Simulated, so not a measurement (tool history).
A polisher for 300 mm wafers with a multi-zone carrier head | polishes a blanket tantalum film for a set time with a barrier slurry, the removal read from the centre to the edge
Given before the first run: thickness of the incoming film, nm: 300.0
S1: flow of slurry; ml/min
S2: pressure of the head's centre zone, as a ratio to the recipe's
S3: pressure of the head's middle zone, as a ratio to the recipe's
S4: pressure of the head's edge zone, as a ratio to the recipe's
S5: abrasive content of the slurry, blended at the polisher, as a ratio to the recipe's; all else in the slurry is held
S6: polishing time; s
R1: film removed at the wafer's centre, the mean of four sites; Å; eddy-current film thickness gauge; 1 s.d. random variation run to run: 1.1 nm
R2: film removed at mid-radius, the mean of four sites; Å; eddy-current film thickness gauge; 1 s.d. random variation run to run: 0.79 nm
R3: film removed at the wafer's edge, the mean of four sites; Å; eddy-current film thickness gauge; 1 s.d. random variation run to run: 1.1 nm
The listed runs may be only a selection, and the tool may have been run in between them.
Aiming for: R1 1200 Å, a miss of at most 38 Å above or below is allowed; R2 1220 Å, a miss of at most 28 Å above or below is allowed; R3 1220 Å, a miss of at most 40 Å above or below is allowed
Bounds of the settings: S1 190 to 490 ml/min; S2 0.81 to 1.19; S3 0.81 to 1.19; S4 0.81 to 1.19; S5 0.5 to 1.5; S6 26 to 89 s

run	hour	S1	S2	S3	S4	S5	S6	R1	R2	R3
1	0	315	1	1	1	1	57	1039.1	1028.2	1055.3
2	5.1	320	1.01	1.01	1.02	1	57	1055.3	1038.8	1069.8
3	6.8	320	1.01	1.08	1.02	1	57	1048.7	1095.6	1069.2
4	12.8	320	1.01	1.08	1.02	0.85	57	1012.2	1052.3	1024.3
5	14.7	320	1.01	1.08	1.02	0.65	57	945.66	996.48	954.22
6	20.8	320	1.01	1.08	1.06	0.65	57	945.47	993.91	966.37
7	25.2	325	1.02	1.09	1.07	0.7	57	983.81	1012.9	1000.3
8	28.2	330	1.02	1.1	1.08	0.75	57	984.61	1045.3	1011.7
9	35	330	1.03	1.1	1.09	0.8	57	1017.5	1049.3	1041.7
10	35.9	335	1.04	1.11	1.1	0.85	57	1033	1072.7	1064.5

5 next moves are on the table. One of them brings every result within its allowed miss. Which?
A	36.8	255	1.11	1.17	1.19	0.6	69	?	?	?
B	36.8	340	1.07	1.01	1.15	0.85	69	?	?	?
C	36.8	400	1.19	1.19	0.85	0.6	67	?	?	?
D	36.8	305	0.82	0.95	1.19	1	57	?	?	?
E	36.8	405	0.87	0.96	1.19	1.2	52	?	?	?

move	R1	R2	R3
A	1184.9	1223.1	1194.2
B	1285.2	1216	1302
C	1266.3	1249.3	1013.1
D	892.41	986.88	1129
E	905.29	963.89	1088.6
A: hits every target within its allowed miss
B: brings the last run's worst result on target, with another outside its allowed miss
C: the result that was furthest off in the last run now lies on the other side of its target
D: the biggest miss grows against the last run
E: the biggest miss grows against the last run
Answer: A
